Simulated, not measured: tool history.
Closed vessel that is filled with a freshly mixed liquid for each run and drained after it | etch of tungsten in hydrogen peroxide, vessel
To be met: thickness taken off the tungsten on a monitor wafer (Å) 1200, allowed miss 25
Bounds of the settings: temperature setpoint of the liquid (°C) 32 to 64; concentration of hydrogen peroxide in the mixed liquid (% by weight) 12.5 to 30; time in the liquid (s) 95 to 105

run	hour	temperature setpoint of the liquid (°C)	concentration of hydrogen peroxide in the mixed liquid (% by weight)	time in the liquid (s)	thickness taken off the tungsten on a monitor wafer (Å)
1	0	48	23.5	95	2414.3
2	5.3	46	23.5	95	2131.8
3	8.8	46	20.5	95	2006.1
4	13.7	44.5	20.5	95	1826.5
5	18.3	49	20.5	95	2427.6
6	27.2	47	20.5	95	2141.3
7	32.6	45.5	20.5	95	1952.7
8	35.4	44	20.5	95	1775.5
9	38.9	43	20.5	95	1665
10	47	42	20.5	95	1563.7

4 next moves are on the table. One of them brings every result within its allowed miss. Which?
A	55.1	41	24	105	?
B	55.1	37.5	22	95	?
C	55.1	43.5	18	100	?
D	55.1	39.5	22.5	95	?

move	thickness taken off the tungsten on a monitor wafer (Å)
A	1745.7
B	1202.8
C	1690.4
D	1387.3
A: further off than the last run
B: meets every target
C: further off than the last run
D: nearer than the last run, and not there yet
Move B is the one to make.

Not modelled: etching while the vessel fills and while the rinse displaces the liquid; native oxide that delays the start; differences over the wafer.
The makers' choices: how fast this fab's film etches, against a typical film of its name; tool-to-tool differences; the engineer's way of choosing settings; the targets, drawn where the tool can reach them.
